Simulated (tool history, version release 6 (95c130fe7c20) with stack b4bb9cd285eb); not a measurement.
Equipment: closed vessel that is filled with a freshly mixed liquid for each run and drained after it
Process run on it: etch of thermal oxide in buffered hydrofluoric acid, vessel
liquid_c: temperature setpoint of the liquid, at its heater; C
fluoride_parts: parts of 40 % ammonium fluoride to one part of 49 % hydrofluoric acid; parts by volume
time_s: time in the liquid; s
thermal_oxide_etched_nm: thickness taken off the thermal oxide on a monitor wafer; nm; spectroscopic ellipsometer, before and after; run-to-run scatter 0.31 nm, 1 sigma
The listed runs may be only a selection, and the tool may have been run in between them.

run	hour	liquid_c	fluoride_parts	time_s	thermal_oxide_etched_nm
1	0.0	22.0	15.0	105	72.478
2	6.0	21.0	15.0	105	69.072
3	7.3	24.0	15.0	105	80.796
4	10.1	24.0	18.0	105	66.652
5	15.2	23.5	18.0	105	65.201
6	16.8	25.0	18.0	105	71.418

Predict the results of run 7:
7	21.8	24.5	18.0	105	?

{"run 7": {"thermal_oxide_etched_nm": 69.63}}
